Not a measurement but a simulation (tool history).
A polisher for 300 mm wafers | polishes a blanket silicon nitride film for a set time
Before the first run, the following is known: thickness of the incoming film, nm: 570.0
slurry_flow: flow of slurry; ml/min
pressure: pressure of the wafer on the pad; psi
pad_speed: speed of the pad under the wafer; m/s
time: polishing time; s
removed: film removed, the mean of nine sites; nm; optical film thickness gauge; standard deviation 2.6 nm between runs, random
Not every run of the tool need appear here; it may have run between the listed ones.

{"run": 1, "day": 0.0, "slurry_flow": 210, "pressure": 4.4, "pad_speed": 0.86, "time": 104, "removed": 176.1}
{"run": 2, "day": 0.304, "slurry_flow": 210, "pressure": 4.4, "pad_speed": 0.86, "time": 109, "removed": 185.21}
{"run": 3, "day": 0.438, "slurry_flow": 210, "pressure": 4.4, "pad_speed": 0.86, "time": 104, "removed": 173.38}
{"run": 4, "day": 0.492, "slurry_flow": 210, "pressure": 3.4, "pad_speed": 0.86, "time": 104, "removed": 140.06}
{"run": 5, "day": 0.779, "slurry_flow": 170, "pressure": 3.4, "pad_speed": 0.86, "time": 104, "removed": 135.61}
{"run": 6, "day": 1.075, "slurry_flow": 170, "pressure": 3.4, "pad_speed": 0.86, "time": 109, "removed": 139.01}
{"run": 7, "day": 1.35, "slurry_flow": 190, "pressure": 3.9, "pad_speed": 0.86, "time": 109, "removed": 164.23}
{"run": 8, "day": 1.471, "slurry_flow": 200, "pressure": 4.3, "pad_speed": 0.86, "time": 109, "removed": 180.24}
{"run": 9, "day": 1.525, "slurry_flow": 210, "pressure": 4.6, "pad_speed": 0.86, "time": 109, "removed": 194.69}
{"run": 10, "day": 1.679, "slurry_flow": 220, "pressure": 4.8, "pad_speed": 0.86, "time": 109, "removed": 199.69}
{"run": 11, "day": 1.733, "slurry_flow": 220, "pressure": 5.0, "pad_speed": 0.86, "time": 109, "removed": 205.46}
{"run": 12, "day": 1.962, "slurry_flow": 225, "pressure": 5.2, "pad_speed": 0.86, "time": 109, "removed": 220.82}
{"run": 13, "day": 2.296, "slurry_flow": 230, "pressure": 5.3, "pad_speed": 0.86, "time": 109, "removed": 221.24}
{"run": 14, "day": 2.396, "slurry_flow": 230, "pressure": 5.4, "pad_speed": 0.86, "time": 109, "removed": 224.03}

Run 15, settings as shown, results not yet in. Your forecast:
{"run": 15, "day": 2.512, "slurry_flow": 230, "pressure": 5.5, "pad_speed": 0.86, "time": 109, "removed": "?"}

For run 15 the tool returned removed 230.11 nm.
